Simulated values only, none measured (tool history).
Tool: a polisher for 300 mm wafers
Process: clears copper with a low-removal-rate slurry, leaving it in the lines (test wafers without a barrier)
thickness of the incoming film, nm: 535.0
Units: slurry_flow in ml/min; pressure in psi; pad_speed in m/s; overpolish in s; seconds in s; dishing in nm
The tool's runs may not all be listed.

run,hour,slurry_flow,pressure,pad_speed,slurry_solids,overpolish,seconds,dishing
1,0,305,2.4,1.38,1,21,139.11,40.977
2,1.3,305,2.3,1.38,1,22,144.23,39.731
3,9.2,305,2.2,1.38,1,23,148.99,40.498
4,11.7,305,2.7,1.38,1,23,123.77,46.186
5,16.5,305,2.7,1.38,1,30,124.26,51.677
6,23.9,305,2.7,1.38,0.85,30,124.84,50.359
7,28.5,305,2.6,1.38,0.85,30,130.95,51.436
8,30.4,305,2.5,1.38,0.85,30,137.03,49.747
9,34.5,305,2.4,1.38,0.85,30,140.99,47.72

Run 10 comes next. What will it give?
10,38,305,2.3,1.38,0.85,30,?,?

{"run 10": {"seconds": 148.29, "dishing": 46.626}}

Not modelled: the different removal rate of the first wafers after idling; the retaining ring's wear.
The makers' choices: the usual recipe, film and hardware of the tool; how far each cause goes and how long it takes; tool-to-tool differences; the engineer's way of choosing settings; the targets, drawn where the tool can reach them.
